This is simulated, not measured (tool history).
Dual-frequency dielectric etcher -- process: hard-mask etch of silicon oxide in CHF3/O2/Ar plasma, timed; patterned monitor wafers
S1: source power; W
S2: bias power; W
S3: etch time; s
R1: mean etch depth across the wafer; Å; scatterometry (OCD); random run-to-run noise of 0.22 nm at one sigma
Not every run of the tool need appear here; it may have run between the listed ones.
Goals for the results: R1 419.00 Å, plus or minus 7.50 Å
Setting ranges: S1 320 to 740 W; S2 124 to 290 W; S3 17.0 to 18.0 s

run	hour	S1	S2	S3	R1
1	0.0	530	207	18.0	365.75
2	8.6	550	209	18.0	372.72
3	9.4	570	210	18.0	376.59
4	14.4	570	210	18.0	381.85
5	16.3	570	210	18.0	379.34
6	21.6	590	211	18.0	387.01
7	30.4	600	212	18.0	393.32
8	34.3	600	212	18.0	392.04
9	40.3	610	212	18.0	395.29
10	47.8	620	212	18.0	397.82
11	48.4	630	212	18.0	405.02
12	54.6	650	213	18.0	409.13

5 candidate next runs follow, results not yet known. Just one meets every target within its allowed miss. Identify it.
A	60.8	730	225	18.0	?
B	60.8	680	208	17.5	?
C	60.8	680	205	17.5	?
D	60.8	670	203	17.0	?
E	60.8	690	223	17.5	?

move	R1
A	441.98
B	404.91
C	403.22
D	387.58
E	416.36
A: takes the biggest miss from the last run beyond its target
B: moves away from the targets compared with the last run
C: moves away from the targets compared with the last run
D: moves away from the targets compared with the last run
E: meets every target
Go with E: it meets all targets.

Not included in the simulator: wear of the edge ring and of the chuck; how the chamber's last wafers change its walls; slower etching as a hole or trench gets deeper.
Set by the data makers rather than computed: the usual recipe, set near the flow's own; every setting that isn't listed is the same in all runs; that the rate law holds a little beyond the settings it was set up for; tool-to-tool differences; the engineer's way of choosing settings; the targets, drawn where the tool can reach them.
